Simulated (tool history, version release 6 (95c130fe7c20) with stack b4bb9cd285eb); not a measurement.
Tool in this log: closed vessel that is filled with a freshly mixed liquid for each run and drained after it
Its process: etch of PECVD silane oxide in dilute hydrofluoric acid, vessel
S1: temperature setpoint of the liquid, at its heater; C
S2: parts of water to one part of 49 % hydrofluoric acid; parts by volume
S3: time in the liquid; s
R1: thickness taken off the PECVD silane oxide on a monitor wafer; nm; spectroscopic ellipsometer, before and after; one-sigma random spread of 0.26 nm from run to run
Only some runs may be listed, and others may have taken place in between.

{"run": 1, "hour": 0.0, "S1": 25, "S2": 240, "S3": 270, "R1": 46.878}
{"run": 2, "hour": 4.5, "S1": 25, "S2": 240, "S3": 270, "R1": 47.172}
{"run": 3, "hour": 5.5, "S1": 24, "S2": 240, "S3": 270, "R1": 44.702}
{"run": 4, "hour": 13.6, "S1": 26, "S2": 240, "S3": 270, "R1": 48.355}
{"run": 5, "hour": 18.2, "S1": 26, "S2": 190, "S3": 270, "R1": 64.59}
{"run": 6, "hour": 25.2, "S1": 26, "S2": 190, "S3": 285, "R1": 67.116}

Run 7 comes next. What will it give?
{"run": 7, "hour": 28.6, "S1": 25, "S2": 200, "S3": 285, "R1": "?"}

{"run 7": {"R1": 61.406}}

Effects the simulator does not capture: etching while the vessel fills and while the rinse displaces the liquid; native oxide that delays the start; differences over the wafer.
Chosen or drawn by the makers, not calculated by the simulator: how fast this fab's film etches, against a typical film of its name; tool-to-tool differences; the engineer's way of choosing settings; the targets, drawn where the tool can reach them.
